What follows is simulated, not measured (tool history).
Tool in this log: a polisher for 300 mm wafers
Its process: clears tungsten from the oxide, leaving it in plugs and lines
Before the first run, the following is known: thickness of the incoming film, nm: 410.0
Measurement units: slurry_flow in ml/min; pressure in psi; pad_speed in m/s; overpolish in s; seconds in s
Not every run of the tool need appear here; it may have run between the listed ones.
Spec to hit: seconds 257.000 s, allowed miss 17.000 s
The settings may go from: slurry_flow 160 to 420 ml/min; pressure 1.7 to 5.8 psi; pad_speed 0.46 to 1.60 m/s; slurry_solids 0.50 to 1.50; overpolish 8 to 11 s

Run 1, hour 0.0: slurry_flow 270 ml/min, pressure 3.7 psi, pad_speed 1.02 m/s, slurry_solids 1.00, overpolish 11 s. Result: seconds 108.910 s.
Run 2, hour 3.5: slurry_flow 270 ml/min, pressure 3.7 psi, pad_speed 1.14 m/s, slurry_solids 1.00, overpolish 11 s. Result: seconds 101.650 s.
Run 3, hour 5.5: slurry_flow 270 ml/min, pressure 3.7 psi, pad_speed 1.14 m/s, slurry_solids 1.00, overpolish 11 s. Result: seconds 98.305 s.
Run 4, hour 9.0: slurry_flow 335 ml/min, pressure 3.7 psi, pad_speed 1.14 m/s, slurry_solids 1.00, overpolish 11 s. Result: seconds 101.310 s.
Run 5, hour 12.7: slurry_flow 335 ml/min, pressure 3.4 psi, pad_speed 1.08 m/s, slurry_solids 1.00, overpolish 11 s. Result: seconds 112.200 s.
Run 6, hour 14.5: slurry_flow 335 ml/min, pressure 3.4 psi, pad_speed 1.08 m/s, slurry_solids 1.20, overpolish 11 s. Result: seconds 106.140 s.
Run 7, hour 21.6: slurry_flow 335 ml/min, pressure 3.2 psi, pad_speed 1.00 m/s, slurry_solids 1.20, overpolish 11 s. Result: seconds 121.580 s.
Run 8, hour 23.8: slurry_flow 335 ml/min, pressure 3.2 psi, pad_speed 1.00 m/s, slurry_solids 1.20, overpolish 11 s. Result: seconds 124.480 s.
Run 9, hour 30.2: slurry_flow 335 ml/min, pressure 3.0 psi, pad_speed 0.96 m/s, slurry_solids 1.20, overpolish 11 s. Result: seconds 130.230 s.
Run 10, hour 32.7: slurry_flow 335 ml/min, pressure 2.8 psi, pad_speed 0.90 m/s, slurry_solids 1.20, overpolish 11 s. Result: seconds 151.270 s.
Run 11, hour 41.5: slurry_flow 335 ml/min, pressure 2.7 psi, pad_speed 0.86 m/s, slurry_solids 1.20, overpolish 11 s. Result: seconds 157.860 s.
Run 12, hour 49.5: slurry_flow 335 ml/min, pressure 2.6 psi, pad_speed 0.82 m/s, slurry_solids 1.20, overpolish 11 s. Result: seconds 179.660 s.
Run 13, hour 53.9: slurry_flow 335 ml/min, pressure 2.5 psi, pad_speed 0.80 m/s, slurry_solids 1.20, overpolish 11 s. Result: seconds 187.890 s.
At hour 62.0: worn pad replaced by a new one.
Run 14, hour 62.0: slurry_flow 335 ml/min, pressure 2.4 psi, pad_speed 0.78 m/s, slurry_solids 1.20, overpolish 11 s. Result: seconds 175.420 s.

Which one of the following 5 next-run settings gets every result inside its allowed miss? There is exactly one.
Run A, hour 70.1: slurry_flow 310 ml/min, pressure 1.7 psi, pad_speed 0.70 m/s, slurry_solids 1.20, overpolish 11 s. Result: seconds ?.
Run B, hour 70.1: slurry_flow 305 ml/min, pressure 3.6 psi, pad_speed 0.88 m/s, slurry_solids 1.10, overpolish 11 s. Result: seconds ?.
Run C, hour 70.1: slurry_flow 340 ml/min, pressure 1.7 psi, pad_speed 0.56 m/s, slurry_solids 1.20, overpolish 11 s. Result: seconds ?.
Run D, hour 70.1: slurry_flow 355 ml/min, pressure 2.3 psi, pad_speed 0.46 m/s, slurry_solids 1.20, overpolish 11 s. Result: seconds ?.
Run E, hour 70.1: slurry_flow 345 ml/min, pressure 3.3 psi, pad_speed 1.10 m/s, slurry_solids 1.15, overpolish 11 s. Result: seconds ?.

move  seconds
   A  255.590
   B  114.560
   C  313.930
   D  298.090
   E   97.372
A: every result within its allowed miss
B: misses by more than the last run did
C: pushes the last run's worst result past its target
D: pushes the last run's worst result past its target
E: misses by more than the last run did
Correct choice: A, which meets every target
